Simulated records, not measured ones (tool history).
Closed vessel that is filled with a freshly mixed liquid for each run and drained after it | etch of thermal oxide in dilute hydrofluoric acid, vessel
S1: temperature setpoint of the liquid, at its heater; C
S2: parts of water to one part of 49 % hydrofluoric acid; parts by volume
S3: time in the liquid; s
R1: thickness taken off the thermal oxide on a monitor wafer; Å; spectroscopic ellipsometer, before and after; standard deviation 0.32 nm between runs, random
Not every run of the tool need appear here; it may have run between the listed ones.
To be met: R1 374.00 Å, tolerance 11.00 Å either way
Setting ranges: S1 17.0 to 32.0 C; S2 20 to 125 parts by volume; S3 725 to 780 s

| run | day | S1 | S2 | S3 | R1 |
|---|---|---|---|---|---|
| 1 | 0.000 | 24.0 | 70 | 725 | 418.52 |
| 2 | 0.071 | 24.0 | 70 | 725 | 421.65 |
| 3 | 0.217 | 24.0 | 55 | 725 | 548.07 |
| 4 | 0.383 | 23.0 | 55 | 725 | 524.43 |
| 5 | 0.479 | 23.0 | 55 | 780 | 569.82 |
| 6 | 0.583 | 22.0 | 55 | 780 | 543.25 |
| 7 | 0.908 | 21.0 | 55 | 780 | 517.15 |
| 8 | 1.038 | 20.5 | 55 | 780 | 504.47 |
| 9 | 1.267 | 20.0 | 55 | 780 | 504.56 |
|  | 1.629 | hydrofluoric acid flow meter replaced |
| 10 | 1.629 | 19.5 | 55 | 780 | 550.17 |
| 11 | 1.796 | 19.5 | 60 | 780 | 512.46 |
| 12 | 1.988 | 19.5 | 65 | 780 | 467.21 |
| 13 | 2.104 | 19.0 | 70 | 780 | 420.36 |
| 14 | 2.471 | 18.5 | 70 | 780 | 416.91 |

Which single option among these 5 for the next run brings every result within its allowed miss of target? Just one does.
| A | 2.838 | 18.5 | 60 | 770 | ? |
| B | 2.838 | 17.5 | 60 | 780 | ? |
| C | 2.838 | 22.0 | 65 | 735 | ? |
| D | 2.838 | 24.5 | 90 | 735 | ? |
| E | 2.838 | 21.0 | 70 | 755 | ? |

| move | R1 |
|---|---|
| A | 480.37 |
| B | 466.19 |
| C | 487.42 |
| D | 377.59 |
| E | 443.34 |
A: misses by more than the last run did
B: misses by more than the last run did
C: misses by more than the last run did
D: all results land within tolerance of their targets
E: misses by more than the last run did
D meets every target.
